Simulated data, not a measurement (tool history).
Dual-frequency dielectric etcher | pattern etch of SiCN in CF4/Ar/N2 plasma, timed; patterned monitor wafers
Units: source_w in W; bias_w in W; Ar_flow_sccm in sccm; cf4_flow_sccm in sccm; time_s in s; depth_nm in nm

{"run": 1, "day": 0.0, "source_w": 440, "bias_w": 84, "Ar_flow_sccm": 99, "cf4_flow_sccm": 46, "time_s": 82.5, "depth_nm": 69.831}
{"run": 2, "day": 0.221, "source_w": 440, "bias_w": 84, "Ar_flow_sccm": 99, "cf4_flow_sccm": 51, "time_s": 82.5, "depth_nm": 71.076}
{"run": 3, "day": 0.562, "source_w": 440, "bias_w": 84, "Ar_flow_sccm": 85, "cf4_flow_sccm": 51, "time_s": 82.5, "depth_nm": 71.723}
{"run": 4, "day": 0.742, "source_w": 440, "bias_w": 84, "Ar_flow_sccm": 85, "cf4_flow_sccm": 58, "time_s": 82.5, "depth_nm": 72.627}
{"day": 1.1, "done": "Ar flow controller replaced"}
{"run": 5, "day": 1.1, "source_w": 410, "bias_w": 83, "Ar_flow_sccm": 85, "cf4_flow_sccm": 58, "time_s": 82.5, "depth_nm": 68.089}
{"run": 6, "day": 1.158, "source_w": 410, "bias_w": 74, "Ar_flow_sccm": 85, "cf4_flow_sccm": 58, "time_s": 82.5, "depth_nm": 65.203}

Forecast run 7:
{"run": 7, "day": 1.508, "source_w": 390, "bias_w": 74, "Ar_flow_sccm": 85, "cf4_flow_sccm": 58, "time_s": 82.5, "depth_nm": "?"}

depth_nm: 61.370 nm

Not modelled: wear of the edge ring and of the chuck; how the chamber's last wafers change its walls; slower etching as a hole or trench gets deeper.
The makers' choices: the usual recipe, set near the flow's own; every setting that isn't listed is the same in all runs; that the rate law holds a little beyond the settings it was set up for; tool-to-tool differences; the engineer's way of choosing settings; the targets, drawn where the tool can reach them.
